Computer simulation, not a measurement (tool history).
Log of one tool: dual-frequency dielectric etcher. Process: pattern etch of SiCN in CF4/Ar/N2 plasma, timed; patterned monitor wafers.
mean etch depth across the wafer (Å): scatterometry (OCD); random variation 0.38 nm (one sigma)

| run | hour | source power (W) | bias power (W) | Ar flow (sccm) | CF4 flow (sccm) | etch time (s) | mean etch depth across the wafer (Å) |
|---|---|---|---|---|---|---|---|
| 1 | 0 | 460 | 73 | 120 | 61 | 79 | 658.81 |
| 2 | 3.3 | 450 | 73 | 120 | 61 | 79 | 641.38 |
| 3 | 4.1 | 440 | 73 | 120 | 61 | 79 | 629.54 |
| 4 | 5.2 | 440 | 85 | 120 | 61 | 79 | 661.14 |
| 5 | 6.7 | 430 | 85 | 120 | 61 | 79 | 649.85 |
| 6 | 8.5 | 430 | 85 | 105 | 61 | 79 | 659.52 |

Forecast run 7:
| 7 | 12.6 | 420 | 85 | 105 | 61 | 79 | ? |

Run 7 gave mean etch depth across the wafer (Å) 662.66.
